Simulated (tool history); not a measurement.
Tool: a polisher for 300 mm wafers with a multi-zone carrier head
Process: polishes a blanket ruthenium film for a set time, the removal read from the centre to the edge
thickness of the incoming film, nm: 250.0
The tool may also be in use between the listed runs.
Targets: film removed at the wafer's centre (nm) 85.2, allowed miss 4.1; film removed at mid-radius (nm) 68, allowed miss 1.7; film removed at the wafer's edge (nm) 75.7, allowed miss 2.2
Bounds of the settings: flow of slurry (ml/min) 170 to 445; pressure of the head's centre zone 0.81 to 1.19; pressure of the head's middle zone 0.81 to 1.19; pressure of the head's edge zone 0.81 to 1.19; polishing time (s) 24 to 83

run	hour	flow of slurry (ml/min)	pressure of the head's centre zone	pressure of the head's middle zone	pressure of the head's edge zone	polishing time (s)	film removed at the wafer's centre (nm)	film removed at mid-radius (nm)	film removed at the wafer's edge (nm)
1	0	285	1	1	1	53	60.638	59.447	61.864
2	0.6	290	1.02	1	1.02	54	62.885	62.232	64.437
3	5.7	295	1.04	0.99	1.02	55	65.058	61.136	65.613
4	7.4	300	1.06	0.99	1.02	56	68.298	63.147	67.909
5	11.3	300	1.06	0.99	1.06	56	67.33	63.408	67.255
6	17.3	300	1.06	0.99	1.11	56	67.541	63.285	69.32
7	24.3	305	1.08	0.99	1.1	57	70.927	64.433	70.623
8	29.7	310	1.09	0.99	1.1	57	71.731	64.68	71.456
9	31.4	315	1.1	0.99	1.09	57	70.08	64.867	69.219
10	35.5	300	1.19	0.91	1.1	64	86.529	67.266	78.191
11	43.5	300	1.19	0.91	1.09	64	86.561	65.998	79.025
12	50.3	310	1.19	0.99	1.02	63	85.819	71.883	76.617
13	56.5	305	1.19	0.98	1.02	63	85.373	70.686	75.118
14	58.5	300	1.19	0.98	1.02	63	84.121	69.423	75.199
15	66	295	1.19	0.96	1.01	64	85.93	70.624	76.271
16	68.4	295	1.19	0.96	1.01	64	89.226	70.169	75.514

4 next moves are on the table. One of them brings every result within its allowed miss. Which?
A	70.8	305	1.18	0.98	1	64	?	?	?
B	70.8	265	1.18	0.93	1.01	64	?	?	?
C	70.8	180	1.19	0.96	0.85	72	?	?	?
D	70.8	330	1.13	1.01	1.04	62	?	?	?

move	film removed at the wafer's centre (nm)	film removed at mid-radius (nm)	film removed at the wafer's edge (nm)
A	85.994	70.988	75.487
B	84.783	67.097	75.163
C	91.819	74.41	76.018
D	80.726	71.01	74.794
A: further off than the last run
B: meets every target
C: further off than the last run
D: further off than the last run
The right move is B.
